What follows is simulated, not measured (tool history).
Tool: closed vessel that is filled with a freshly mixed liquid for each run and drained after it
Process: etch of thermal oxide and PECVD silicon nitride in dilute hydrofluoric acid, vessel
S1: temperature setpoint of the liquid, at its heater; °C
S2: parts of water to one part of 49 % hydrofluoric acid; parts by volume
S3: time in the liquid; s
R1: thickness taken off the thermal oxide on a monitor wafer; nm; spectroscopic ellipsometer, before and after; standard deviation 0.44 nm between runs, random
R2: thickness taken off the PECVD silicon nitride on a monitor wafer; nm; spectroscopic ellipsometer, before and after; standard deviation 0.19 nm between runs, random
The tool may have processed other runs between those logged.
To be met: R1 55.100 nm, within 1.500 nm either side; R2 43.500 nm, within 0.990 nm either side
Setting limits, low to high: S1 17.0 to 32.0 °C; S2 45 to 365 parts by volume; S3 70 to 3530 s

run 1 day=0.000 | S1=24.0 S2=205 S3=1800 | R1=32.468 R2=29.340
run 2 day=0.367 | S1=26.5 S2=205 S3=1800 | R1=35.293 R2=34.177
run 3 day=0.583 | S1=25.5 S2=170 S3=1710 | R1=41.029 R2=37.367
run 4 day=0.954 | S1=25.5 S2=170 S3=2270 | R1=53.788 R2=49.534
run 5 day=1.083 | S1=24.0 S2=160 S3=2235 | R1=54.709 R2=46.411
run 6 day=1.225 | S1=23.5 S2=155 S3=2225 | R1=54.988 R2=46.277
run 7 day=1.383 | S1=23.0 S2=150 S3=2215 | R1=56.421 R2=46.284
run 8 day=1.462 | S1=22.5 S2=150 S3=2215 | R1=54.518 R2=44.505
run 9 day=1.600 | S1=22.0 S2=145 S3=2210 | R1=55.925 R2=44.507

Which single option among these 4 for the next run brings every result within its allowed miss of target? Just one does.
run A day=1.738 | S1=21.0 S2=160 S3=2515 | R1=? R2=?
run B day=1.738 | S1=22.5 S2=175 S3=2515 | R1=? R2=?
run C day=1.738 | S1=22.5 S2=105 S3=1595 | R1=? R2=?
run D day=1.738 | S1=23.5 S2=150 S3=2015 | R1=? R2=?

move=A R1=54.487 R2=43.222
move=B R1=51.958 R2=43.665
move=C R1=59.398 R2=45.764
move=D R1=51.869 R2=43.448
A: every result lands within tolerance
B: puts the biggest miss on target and leaves a different result outside tolerance
C: lands further from the targets than the last run did
D: puts the biggest miss on target and leaves a different result outside tolerance
So the answer is move A, the one that meets all the targets.
